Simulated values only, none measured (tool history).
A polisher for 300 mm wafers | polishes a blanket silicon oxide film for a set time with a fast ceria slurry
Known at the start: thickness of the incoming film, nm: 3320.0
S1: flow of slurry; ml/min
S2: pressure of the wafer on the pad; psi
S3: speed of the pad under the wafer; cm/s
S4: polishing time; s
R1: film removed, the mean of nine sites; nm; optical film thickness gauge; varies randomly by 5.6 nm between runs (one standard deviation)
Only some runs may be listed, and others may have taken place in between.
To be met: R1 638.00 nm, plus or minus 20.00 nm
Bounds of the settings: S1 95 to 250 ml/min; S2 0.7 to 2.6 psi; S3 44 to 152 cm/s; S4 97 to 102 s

run  hour   S1   S2   S3  S4       R1
  1   0.0  160  1.6   98  97   758.19
  2   2.6  155  1.6   98  97   747.63
  3   5.6  150  1.6   98  97   738.96
  4   6.5  150  1.6  106  97   782.41
  5  13.9  150  1.6  124  97   891.21
  6  20.2  150  1.9  124  97  1039.70
  7  23.4  145  1.8  124  97   992.31
  8  31.5  140  1.7  124  97   925.82
  9  38.9  140  1.7  124  97   927.25
 10  40.1  135  1.6  124  97   866.37
 11  40.9  130  1.5  124  97   807.37
 12  49.6  125  1.5  124  97   806.51
 13  53.5  120  1.4  124  97   744.65
 14  56.8  115  1.4  124  97   718.78
 15  57.7  110  1.4  124  97   727.58

Below are 4 possible settings for the next run. Only one of them brings all results inside the allowed miss of their targets. Which is it?
  A  58.6  120  1.5   96  102   ?
  B  58.6  145  1.3  106  102   ?
  C  58.6  110  1.4  102  100   ?
  D  58.6  120  1.2  130   98   ?

move      R1
   A  676.38
   B  678.74
   C  632.90
   D  675.17
A: nearer the targets than the last run, but a result is still out of spec
B: nearer the targets than the last run, but a result is still out of spec
C: all results land within tolerance of their targets
D: nearer the targets than the last run, but a result is still out of spec
C is the move that brings every result within its allowed miss.
